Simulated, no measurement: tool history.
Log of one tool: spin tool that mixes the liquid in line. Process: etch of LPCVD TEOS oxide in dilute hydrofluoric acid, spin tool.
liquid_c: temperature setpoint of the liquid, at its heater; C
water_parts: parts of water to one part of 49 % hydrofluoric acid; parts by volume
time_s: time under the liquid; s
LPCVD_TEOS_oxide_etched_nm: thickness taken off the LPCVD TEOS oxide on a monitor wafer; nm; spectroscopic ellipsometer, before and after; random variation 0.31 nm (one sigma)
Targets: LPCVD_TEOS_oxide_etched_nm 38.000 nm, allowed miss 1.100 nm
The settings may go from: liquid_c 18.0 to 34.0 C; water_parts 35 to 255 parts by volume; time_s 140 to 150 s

run,hour,liquid_c,water_parts,time_s,LPCVD_TEOS_oxide_etched_nm
1,0.0,26.0,145,140,54.614
2,2.6,25.0,145,140,51.842
3,11.3,28.5,145,140,59.874
4,14.3,27.5,145,140,57.157
5,18.0,26.5,145,140,54.689
6,22.7,25.5,145,140,52.952
7,26.1,24.5,145,140,51.046
8,26.7,24.0,145,140,50.509
9,31.8,24.0,145,140,49.773
10,40.6,23.5,145,140,49.283
11,47.9,23.0,145,140,48.381
12,48.8,22.5,145,140,46.637
13,51.2,22.5,145,140,47.868
14,52.9,22.0,145,140,46.628

Which of these 5 next moves meets every target?
A,54.6,20.0,160,140,?
B,54.6,22.5,195,150,?
C,54.6,18.0,160,140,?
D,54.6,24.0,150,150,?
E,54.6,21.5,130,150,?

move,LPCVD_TEOS_oxide_etched_nm
A,38.282
B,35.746
C,35.342
D,51.670
E,55.315
A: meets every target
B: takes the result that was furthest off past its target
C: takes the result that was furthest off past its target
D: further off than the last run
E: further off than the last run
Move A is the one to make.
